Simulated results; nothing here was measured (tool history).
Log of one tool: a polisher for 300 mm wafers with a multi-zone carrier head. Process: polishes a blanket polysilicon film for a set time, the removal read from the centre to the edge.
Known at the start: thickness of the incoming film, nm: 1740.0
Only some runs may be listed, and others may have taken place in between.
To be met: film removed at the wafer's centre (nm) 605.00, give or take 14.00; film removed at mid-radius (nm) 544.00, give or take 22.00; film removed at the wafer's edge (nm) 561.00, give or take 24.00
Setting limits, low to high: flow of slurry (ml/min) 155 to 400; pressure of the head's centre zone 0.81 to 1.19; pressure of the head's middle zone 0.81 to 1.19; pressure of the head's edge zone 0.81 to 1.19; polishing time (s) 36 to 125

run	hour	flow of slurry (ml/min)	pressure of the head's centre zone	pressure of the head's middle zone	pressure of the head's edge zone	polishing time (s)	film removed at the wafer's centre (nm)	film removed at mid-radius (nm)	film removed at the wafer's edge (nm)
1	0.0	255	1.00	1.00	1.00	80	440.81	444.81	436.60
2	6.8	255	1.00	1.00	1.08	80	435.44	440.95	455.83
3	9.7	255	1.00	1.00	1.00	80	438.31	437.51	434.94
4	10.8	255	1.00	0.95	1.00	80	436.86	417.89	446.78
5	19.5	255	1.00	0.95	1.00	61	326.85	319.93	329.69
6	24.1	260	1.01	0.96	1.02	64	350.41	331.92	356.66
7	28.0	265	1.02	0.98	1.04	67	370.69	359.26	380.14
8	28.8	275	1.04	1.00	1.05	69	396.91	380.48	395.51
9	31.3	315	1.14	1.08	1.15	91	580.06	543.06	533.59

Exactly one of the 5 candidate moves below puts every result within its allowed miss. Which one?
A	33.8	295	1.16	1.06	1.14	94	?	?	?
B	33.8	315	1.15	1.16	1.07	87	?	?	?
C	33.8	325	1.13	1.13	1.13	91	?	?	?
D	33.8	375	1.06	1.05	1.18	91	?	?	?
E	33.8	315	1.10	1.09	1.15	94	?	?	?

move	film removed at the wafer's centre (nm)	film removed at mid-radius (nm)	film removed at the wafer's edge (nm)
A	600.98	549.82	565.72
B	555.61	553.29	508.79
C	572.65	567.43	548.49
D	543.77	539.45	566.73
E	573.76	566.76	570.77
A: all results in spec
B: misses by more than the last run did
C: misses by more than the last run did
D: misses by more than the last run did
E: misses by more than the last run did
A is the move that brings every result within its allowed miss.

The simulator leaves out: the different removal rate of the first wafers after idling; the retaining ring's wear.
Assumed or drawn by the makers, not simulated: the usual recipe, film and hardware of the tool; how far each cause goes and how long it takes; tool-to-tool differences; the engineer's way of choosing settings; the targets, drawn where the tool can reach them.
